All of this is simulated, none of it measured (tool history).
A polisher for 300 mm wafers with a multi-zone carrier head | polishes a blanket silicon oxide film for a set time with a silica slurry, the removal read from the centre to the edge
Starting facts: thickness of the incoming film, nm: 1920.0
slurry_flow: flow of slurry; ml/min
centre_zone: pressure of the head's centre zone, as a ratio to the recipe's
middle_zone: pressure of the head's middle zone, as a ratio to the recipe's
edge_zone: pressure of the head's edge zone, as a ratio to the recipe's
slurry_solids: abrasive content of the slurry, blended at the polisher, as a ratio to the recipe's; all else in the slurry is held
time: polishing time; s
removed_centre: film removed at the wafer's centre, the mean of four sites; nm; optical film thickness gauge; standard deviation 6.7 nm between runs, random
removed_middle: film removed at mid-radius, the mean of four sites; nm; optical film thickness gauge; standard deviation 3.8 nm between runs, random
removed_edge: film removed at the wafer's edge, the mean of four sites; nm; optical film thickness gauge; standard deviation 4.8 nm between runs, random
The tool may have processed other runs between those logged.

run	hour	slurry_flow	centre_zone	middle_zone	edge_zone	slurry_solids	time	removed_centre	removed_middle	removed_edge
1	0	255	1	1	1	1	82	421.78	420.53	415.02
2	7.6	255	1	1	1	1.2	82	465.28	460.98	463.34
3	15.5	255	1	1	1	1.1	82	450.98	444.84	441.35
4	17.5	255	1	1	0.94	1.1	82	452.63	443.01	426.35
5	22.5	230	1	1	0.94	1.1	82	444.14	431.66	426.39
6	29.6	230	1	1.08	0.94	1.1	82	432.87	459.75	423.33
7	32.1	230	1.03	1.05	0.99	1.15	82	458.37	462.18	445.47
8	37.8	230	1.05	1.03	1.02	1.2	82	479.58	461.82	464.32

Run 9 has not been measured yet. What should we expect?
9	45.3	230	1.07	1.02	1.04	1.2	82	?	?	?

removed_centre: 496.55 nm
removed_middle: 462.7 nm
removed_edge: 464.56 nm

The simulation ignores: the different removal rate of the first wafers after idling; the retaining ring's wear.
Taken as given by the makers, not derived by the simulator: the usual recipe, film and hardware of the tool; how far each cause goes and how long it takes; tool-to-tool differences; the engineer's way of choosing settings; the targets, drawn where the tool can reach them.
